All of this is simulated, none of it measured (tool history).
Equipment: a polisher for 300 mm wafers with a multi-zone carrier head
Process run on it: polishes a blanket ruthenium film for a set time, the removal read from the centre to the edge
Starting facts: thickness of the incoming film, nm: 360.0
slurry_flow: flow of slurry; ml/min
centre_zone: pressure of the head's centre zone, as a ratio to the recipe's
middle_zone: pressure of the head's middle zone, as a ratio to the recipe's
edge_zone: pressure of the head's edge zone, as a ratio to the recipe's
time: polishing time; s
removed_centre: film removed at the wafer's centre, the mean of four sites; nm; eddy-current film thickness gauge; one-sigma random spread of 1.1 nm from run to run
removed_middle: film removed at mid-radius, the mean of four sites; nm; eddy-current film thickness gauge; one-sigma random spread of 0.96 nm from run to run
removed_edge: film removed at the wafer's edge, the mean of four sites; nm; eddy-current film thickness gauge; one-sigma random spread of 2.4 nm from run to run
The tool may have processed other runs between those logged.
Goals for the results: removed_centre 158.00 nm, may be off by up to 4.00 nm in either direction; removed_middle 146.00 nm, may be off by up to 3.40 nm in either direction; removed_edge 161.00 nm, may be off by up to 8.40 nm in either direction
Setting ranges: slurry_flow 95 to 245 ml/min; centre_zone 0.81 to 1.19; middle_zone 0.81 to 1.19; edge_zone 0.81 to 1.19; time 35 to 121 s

run,hour,slurry_flow,centre_zone,middle_zone,edge_zone,time,removed_centre,removed_middle,removed_edge
1,0.0,155,1.00,1.00,1.00,78,120.36,118.01,121.12
2,0.6,155,1.00,0.95,1.00,78,120.75,113.14,119.81
3,7.6,155,1.00,0.95,1.06,78,121.00,113.18,123.90
4,13.5,155,1.00,1.03,1.06,78,120.32,119.15,121.10
5,14.3,155,1.06,1.03,1.06,78,127.56,118.61,125.31
6,21.9,155,1.06,1.03,1.11,78,128.30,117.73,127.68
7,25.0,160,1.06,1.04,1.12,80,132.34,122.03,129.58
8,33.2,155,1.06,1.05,1.13,82,134.10,125.76,132.04
9,35.6,160,1.06,1.04,1.14,84,140.24,128.29,138.14
10,39.5,165,1.05,1.04,1.15,85,139.74,130.41,137.70
11,47.8,160,1.05,1.04,1.16,87,141.99,133.98,145.31
12,53.0,160,1.05,1.04,1.16,88,143.70,134.22,143.09
13,60.2,160,1.05,1.04,1.16,88,143.08,134.77,147.13
14,61.6,165,1.05,1.04,1.16,89,146.38,136.10,149.36

Pick the move, out of 5, that brings all results within their allowed miss; only one does.
A,63.0,115,1.01,1.04,1.08,94,?,?,?
B,63.0,145,1.01,0.92,1.18,89,?,?,?
C,63.0,170,1.03,0.83,1.19,102,?,?,?
D,63.0,130,1.15,0.90,1.15,96,?,?,?
E,63.0,210,1.01,0.93,1.14,96,?,?,?

move,removed_centre,removed_middle,removed_edge
A,136.12,133.33,141.06
B,136.91,125.81,145.23
C,165.49,142.05,170.95
D,163.84,131.17,152.03
E,158.52,145.22,161.09
A: misses by more than the last run did
B: misses by more than the last run did
C: moves toward the targets from the last run without getting all of them in spec
D: misses by more than the last run did
E: in spec on every target
So the answer is move E, the one that meets all the targets.

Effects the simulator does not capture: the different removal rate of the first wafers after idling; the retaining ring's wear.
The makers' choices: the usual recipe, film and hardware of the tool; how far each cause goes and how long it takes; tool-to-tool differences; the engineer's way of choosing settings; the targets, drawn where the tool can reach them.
